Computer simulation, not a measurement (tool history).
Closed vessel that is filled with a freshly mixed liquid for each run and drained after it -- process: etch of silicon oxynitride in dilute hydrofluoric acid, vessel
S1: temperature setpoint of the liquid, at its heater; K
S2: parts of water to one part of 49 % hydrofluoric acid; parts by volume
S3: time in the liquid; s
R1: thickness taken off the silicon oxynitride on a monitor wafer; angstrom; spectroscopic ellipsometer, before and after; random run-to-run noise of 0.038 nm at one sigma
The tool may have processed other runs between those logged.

{"run": 1, "day": 0.0, "S1": 295.15, "S2": 55, "S3": 245, "R1": 61.712}
{"run": 2, "day": 0.354, "S1": 294.65, "S2": 55, "S3": 245, "R1": 59.867}
{"run": 3, "day": 0.388, "S1": 294.65, "S2": 70, "S3": 245, "R1": 46.991}
{"run": 4, "day": 0.538, "S1": 296.65, "S2": 70, "S3": 245, "R1": 51.722}
{"run": 5, "day": 0.729, "S1": 296.15, "S2": 70, "S3": 245, "R1": 50.117}
{"run": 6, "day": 1.092, "S1": 296.15, "S2": 70, "S3": 245, "R1": 49.427}
{"run": 7, "day": 1.158, "S1": 295.65, "S2": 70, "S3": 245, "R1": 49.266}
{"run": 8, "day": 1.5, "S1": 295.15, "S2": 70, "S3": 245, "R1": 47.585}
{"run": 9, "day": 1.762, "S1": 294.65, "S2": 70, "S3": 245, "R1": 46.584}
{"run": 10, "day": 2.121, "S1": 294.15, "S2": 70, "S3": 245, "R1": 45.515}

Run 11 is up next; what results do you expect?
{"run": 11, "day": 2.338, "S1": 293.65, "S2": 70, "S3": 245, "R1": "?"}

{"run 11": {"R1": 45.076}}
